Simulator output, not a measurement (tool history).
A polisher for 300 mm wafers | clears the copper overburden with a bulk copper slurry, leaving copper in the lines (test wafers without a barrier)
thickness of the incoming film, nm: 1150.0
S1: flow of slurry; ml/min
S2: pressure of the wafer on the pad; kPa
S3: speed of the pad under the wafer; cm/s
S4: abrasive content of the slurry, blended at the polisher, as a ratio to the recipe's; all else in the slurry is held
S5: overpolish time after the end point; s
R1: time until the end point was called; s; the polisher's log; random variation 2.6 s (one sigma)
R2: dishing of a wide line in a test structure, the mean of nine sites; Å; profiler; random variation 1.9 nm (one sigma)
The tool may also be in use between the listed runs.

run 1 hour=0 | S1=155 S2=23.4 S3=98 S4=1 S5=16 | R1=100.6 R2=962.65
run 2 hour=2.9 | S1=155 S2=23.4 S3=98 S4=1 S5=22 | R1=102.78 R2=1217
run 3 hour=7.9 | S1=155 S2=23.4 S3=98 S4=0.95 S5=22 | R1=98.435 R2=1183.9
run 4 hour=11.2 | S1=155 S2=23.4 S3=112 S4=0.95 S5=22 | R1=91.082 R2=1260.5
-- hour=12.1 head pressure recalibrated
run 5 hour=12.1 | S1=135 S2=23.4 S3=112 S4=0.95 S5=22 | R1=86.44 R2=1312.9
run 6 hour=19.9 | S1=135 S2=22.1 S3=112 S4=0.95 S5=22 | R1=92.098 R2=1248.4
run 7 hour=23.9 | S1=135 S2=20.7 S3=112 S4=0.95 S5=22 | R1=96.316 R2=1253.8

The next listed run, before its measurement:
run 8 hour=30.3 | S1=135 S2=19.3 S3=110 S4=0.95 S5=21 | R1=? R2=?

Run 8 gave R1 99.868 s, R2 1148.4 Å.
